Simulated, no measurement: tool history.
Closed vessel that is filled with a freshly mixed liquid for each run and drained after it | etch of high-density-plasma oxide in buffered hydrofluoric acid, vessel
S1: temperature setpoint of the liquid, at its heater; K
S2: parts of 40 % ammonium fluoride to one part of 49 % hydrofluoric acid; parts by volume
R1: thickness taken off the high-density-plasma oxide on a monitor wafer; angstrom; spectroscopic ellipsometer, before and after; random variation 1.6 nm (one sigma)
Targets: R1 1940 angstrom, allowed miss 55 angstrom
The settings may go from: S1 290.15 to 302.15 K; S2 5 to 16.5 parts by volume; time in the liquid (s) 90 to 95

{"run": 1, "hour": 0.0, "S1": 294.15, "S2": 10, "time in the liquid (s)": 90, "R1": 1405.8}
{"run": 2, "hour": 8.5, "S1": 294.15, "S2": 10, "time in the liquid (s)": 90, "R1": 1414.1}
{"run": 3, "hour": 9.4, "S1": 294.15, "S2": 10, "time in the liquid (s)": 95, "R1": 1494}
{"run": 4, "hour": 10.4, "S1": 295.65, "S2": 10, "time in the liquid (s)": 95, "R1": 1620.4}
{"run": 5, "hour": 15.5, "S1": 296.65, "S2": 10, "time in the liquid (s)": 95, "R1": 1701.8}
{"run": 6, "hour": 22.6, "S1": 296.65, "S2": 10, "time in the liquid (s)": 90, "R1": 1610.5}
{"run": 7, "hour": 25.1, "S1": 297.65, "S2": 10, "time in the liquid (s)": 90, "R1": 1706.7}
{"run": 8, "hour": 27.6, "S1": 298.15, "S2": 10, "time in the liquid (s)": 90, "R1": 1759}
{"run": 9, "hour": 33.4, "S1": 298.65, "S2": 10, "time in the liquid (s)": 90, "R1": 1796.9}
{"run": 10, "hour": 41.3, "S1": 299.15, "S2": 10, "time in the liquid (s)": 90, "R1": 1859.1}

4 next moves are on the table. One of them brings every result within its allowed miss. Which?
{"run": "A", "hour": 49.2, "S1": 302.15, "S2": 12, "time in the liquid (s)": 90, "R1": "?"}
{"run": "B", "hour": 49.2, "S1": 297.15, "S2": 9, "time in the liquid (s)": 90, "R1": "?"}
{"run": "C", "hour": 49.2, "S1": 300.15, "S2": 11.5, "time in the liquid (s)": 95, "R1": "?"}
{"run": "D", "hour": 49.2, "S1": 296.65, "S2": 8.5, "time in the liquid (s)": 95, "R1": "?"}

move=A R1=1828.3
move=B R1=1784.2
move=C R1=1808.8
move=D R1=1949.9
A: further off than the last run
B: further off than the last run
C: further off than the last run
D: meets every target
Answer: D
